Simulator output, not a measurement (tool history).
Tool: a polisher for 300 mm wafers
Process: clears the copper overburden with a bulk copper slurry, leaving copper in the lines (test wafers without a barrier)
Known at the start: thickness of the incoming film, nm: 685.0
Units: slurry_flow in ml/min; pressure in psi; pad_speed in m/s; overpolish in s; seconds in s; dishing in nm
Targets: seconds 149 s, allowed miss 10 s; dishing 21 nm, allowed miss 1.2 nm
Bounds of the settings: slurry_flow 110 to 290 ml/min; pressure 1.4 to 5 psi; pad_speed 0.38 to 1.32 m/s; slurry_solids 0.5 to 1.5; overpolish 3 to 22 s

run 1 hour=0 | slurry_flow=185 pressure=3.2 pad_speed=0.84 slurry_solids=1 overpolish=11 | seconds=84.695 dishing=36.976
run 2 hour=6.4 | slurry_flow=185 pressure=3.2 pad_speed=1.02 slurry_solids=1 overpolish=11 | seconds=70.377 dishing=39.121
run 3 hour=13.8 | slurry_flow=185 pressure=3.2 pad_speed=1.02 slurry_solids=1 overpolish=9 | seconds=69.619 dishing=35.631
run 4 hour=18.6 | slurry_flow=185 pressure=3.2 pad_speed=1.2 slurry_solids=1 overpolish=9 | seconds=59.867 dishing=39.971
run 5 hour=19.8 | slurry_flow=185 pressure=3.2 pad_speed=1.2 slurry_solids=1 overpolish=7 | seconds=59.571 dishing=35.731
run 6 hour=21.8 | slurry_flow=185 pressure=3 pad_speed=1.16 slurry_solids=1 overpolish=7 | seconds=66.756 dishing=33.305
run 7 hour=27.7 | slurry_flow=185 pressure=2.8 pad_speed=1.12 slurry_solids=1 overpolish=7 | seconds=71.293 dishing=31.505
run 8 hour=31 | slurry_flow=185 pressure=2.8 pad_speed=1.12 slurry_solids=1 overpolish=7 | seconds=67.461 dishing=32.274
run 9 hour=35.2 | slurry_flow=180 pressure=2.6 pad_speed=1.04 slurry_solids=1 overpolish=7 | seconds=78.539 dishing=29.721

Which of these 5 next moves meets every target?
run A hour=39.4 | slurry_flow=125 pressure=1.5 pad_speed=0.66 slurry_solids=0.85 overpolish=10 | seconds=? dishing=?
run B hour=39.4 | slurry_flow=200 pressure=3.2 pad_speed=1.3 slurry_solids=0.95 overpolish=8 | seconds=? dishing=?
run C hour=39.4 | slurry_flow=190 pressure=1.4 pad_speed=0.68 slurry_solids=0.75 overpolish=12 | seconds=? dishing=?
run D hour=39.4 | slurry_flow=170 pressure=3.4 pad_speed=1.2 slurry_solids=1.1 overpolish=10 | seconds=? dishing=?
run E hour=39.4 | slurry_flow=185 pressure=2 pad_speed=0.68 slurry_solids=0.95 overpolish=8 | seconds=? dishing=?

move=A seconds=194.14 dishing=19.778
move=B seconds=56.006 dishing=37.635
move=C seconds=196.13 dishing=22.237
move=D seconds=56.325 dishing=41.091
move=E seconds=147.5 dishing=20.778
A: takes the result that was furthest off past its target
B: further off than the last run
C: nearer than the last run, and not there yet
D: further off than the last run
E: meets every target
Answer: E

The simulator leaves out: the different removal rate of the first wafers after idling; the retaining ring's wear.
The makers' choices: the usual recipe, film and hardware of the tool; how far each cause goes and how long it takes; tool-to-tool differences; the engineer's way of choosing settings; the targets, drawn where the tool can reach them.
